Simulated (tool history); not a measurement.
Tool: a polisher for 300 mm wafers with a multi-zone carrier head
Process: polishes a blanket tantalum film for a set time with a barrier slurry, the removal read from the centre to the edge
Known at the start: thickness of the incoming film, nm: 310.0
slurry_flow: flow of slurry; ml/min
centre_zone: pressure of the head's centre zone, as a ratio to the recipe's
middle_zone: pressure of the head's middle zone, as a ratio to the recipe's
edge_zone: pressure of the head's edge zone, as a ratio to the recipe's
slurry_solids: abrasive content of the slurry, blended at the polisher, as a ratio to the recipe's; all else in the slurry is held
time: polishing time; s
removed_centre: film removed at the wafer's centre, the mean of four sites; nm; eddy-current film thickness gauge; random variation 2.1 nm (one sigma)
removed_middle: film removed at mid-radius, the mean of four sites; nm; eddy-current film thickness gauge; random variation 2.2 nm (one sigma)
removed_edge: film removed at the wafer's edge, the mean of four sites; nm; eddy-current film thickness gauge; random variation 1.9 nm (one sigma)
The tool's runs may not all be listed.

| run | day | slurry_flow | centre_zone | middle_zone | edge_zone | slurry_solids | time | removed_centre | removed_middle | removed_edge |
|---|---|---|---|---|---|---|---|---|---|---|
| 1 | 0.000 | 250 | 1.00 | 1.00 | 1.00 | 1.00 | 77 | 119.59 | 124.15 | 117.250 |
| 2 | 0.025 | 250 | 1.00 | 1.00 | 1.00 | 1.00 | 63 | 96.71 | 100.38 | 96.779 |
| 3 | 0.350 | 255 | 1.02 | 1.04 | 1.03 | 1.15 | 70 | 115.87 | 116.82 | 113.180 |
| 4 | 0.446 | 255 | 1.02 | 1.04 | 1.03 | 1.05 | 70 | 111.29 | 115.17 | 109.210 |
| 5 | 0.508 | 260 | 1.01 | 1.08 | 1.03 | 1.20 | 76 | 126.08 | 136.05 | 122.980 |
| 6 | 0.662 | 265 | 1.02 | 1.10 | 1.05 | 1.30 | 79 | 132.92 | 146.30 | 133.540 |

The next listed run, before its measurement:
|  | 0.967 | worn pad replaced by a new one |
| 7 | 0.967 | 290 | 1.12 | 1.18 | 1.06 | 1.50 | 88 | ? | ? | ? |

{"run 7": {"removed_centre": 187.52, "removed_middle": 192.58, "removed_edge": 166.66}}
